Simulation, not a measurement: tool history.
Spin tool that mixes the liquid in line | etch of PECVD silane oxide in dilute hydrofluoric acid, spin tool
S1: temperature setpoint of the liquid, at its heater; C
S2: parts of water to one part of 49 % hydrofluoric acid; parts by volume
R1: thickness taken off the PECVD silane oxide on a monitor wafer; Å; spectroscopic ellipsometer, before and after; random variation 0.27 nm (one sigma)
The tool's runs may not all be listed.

Run 1, hour 0: S1 23 C, S2 85 parts by volume, time under the liquid (s) 65. Result: R1 274.43 Å.
Run 2, hour 3.9: S1 25.5 C, S2 70 parts by volume, time under the liquid (s) 65. Result: R1 376.63 Å.
Run 3, hour 10.4: S1 28.5 C, S2 70 parts by volume, time under the liquid (s) 65. Result: R1 425.15 Å.
Run 4, hour 12.7: S1 28.5 C, S2 70 parts by volume, time under the liquid (s) 70. Result: R1 458.65 Å.
Run 5, hour 13.8: S1 29 C, S2 60 parts by volume, time under the liquid (s) 70. Result: R1 552.56 Å.
Run 6, hour 20.7: S1 29 C, S2 80 parts by volume, time under the liquid (s) 70. Result: R1 401.39 Å.

Run 7 comes next. What will it give?
Run 7, hour 27.8: S1 29.5 C, S2 70 parts by volume, time under the liquid (s) 70. Result: R1 ?.

For run 7 the tool returned R1 475.31 Å.

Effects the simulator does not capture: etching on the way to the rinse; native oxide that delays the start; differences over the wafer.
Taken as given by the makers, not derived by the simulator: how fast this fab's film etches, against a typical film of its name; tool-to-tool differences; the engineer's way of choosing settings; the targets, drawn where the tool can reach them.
